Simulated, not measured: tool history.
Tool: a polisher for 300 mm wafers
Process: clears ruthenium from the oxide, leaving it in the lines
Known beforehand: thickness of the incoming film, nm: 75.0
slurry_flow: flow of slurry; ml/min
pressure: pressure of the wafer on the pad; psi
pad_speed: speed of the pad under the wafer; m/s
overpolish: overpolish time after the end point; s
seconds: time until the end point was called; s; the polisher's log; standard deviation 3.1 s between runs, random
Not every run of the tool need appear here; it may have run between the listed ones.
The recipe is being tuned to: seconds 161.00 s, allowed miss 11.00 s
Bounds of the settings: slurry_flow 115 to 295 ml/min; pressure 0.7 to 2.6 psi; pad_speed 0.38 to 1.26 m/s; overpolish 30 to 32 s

{"run": 1, "hour": 0.0, "slurry_flow": 190, "pressure": 1.6, "pad_speed": 0.82, "overpolish": 30, "seconds": 104.85}
{"run": 2, "hour": 3.1, "slurry_flow": 190, "pressure": 1.5, "pad_speed": 0.82, "overpolish": 30, "seconds": 109.35}
{"run": 3, "hour": 3.7, "slurry_flow": 190, "pressure": 1.4, "pad_speed": 0.8, "overpolish": 30, "seconds": 120.75}
{"run": 4, "hour": 8.5, "slurry_flow": 190, "pressure": 1.3, "pad_speed": 0.8, "overpolish": 30, "seconds": 123.48}
{"run": 5, "hour": 12.2, "slurry_flow": 190, "pressure": 1.2, "pad_speed": 0.8, "overpolish": 30, "seconds": 133.05}
{"run": 6, "hour": 19.9, "slurry_flow": 190, "pressure": 1.4, "pad_speed": 0.8, "overpolish": 30, "seconds": 122.69}
{"run": 7, "hour": 21.3, "slurry_flow": 190, "pressure": 1.3, "pad_speed": 0.8, "overpolish": 30, "seconds": 129.0}
{"run": 8, "hour": 22.5, "slurry_flow": 190, "pressure": 0.9, "pad_speed": 0.76, "overpolish": 30, "seconds": 193.69}
{"run": 9, "hour": 24.3, "slurry_flow": 190, "pressure": 1.0, "pad_speed": 0.76, "overpolish": 30, "seconds": 174.31}

Pick the move, out of 4, that brings all results within their allowed miss; only one does.
{"run": "A", "hour": 26.1, "slurry_flow": 220, "pressure": 0.9, "pad_speed": 0.88, "overpolish": 30, "seconds": "?"}
{"run": "B", "hour": 26.1, "slurry_flow": 200, "pressure": 0.9, "pad_speed": 0.76, "overpolish": 30, "seconds": "?"}
{"run": "C", "hour": 26.1, "slurry_flow": 170, "pressure": 1.1, "pad_speed": 0.6, "overpolish": 32, "seconds": "?"}
{"run": "D", "hour": 26.1, "slurry_flow": 185, "pressure": 1.3, "pad_speed": 0.76, "overpolish": 30, "seconds": "?"}

move=A seconds=166.81
move=B seconds=194.50
move=C seconds=206.17
move=D seconds=138.23
A: all results land within tolerance of their targets
B: misses by more than the last run did
C: misses by more than the last run did
D: takes the result that was furthest off past its target
Correct choice: A, which meets every target

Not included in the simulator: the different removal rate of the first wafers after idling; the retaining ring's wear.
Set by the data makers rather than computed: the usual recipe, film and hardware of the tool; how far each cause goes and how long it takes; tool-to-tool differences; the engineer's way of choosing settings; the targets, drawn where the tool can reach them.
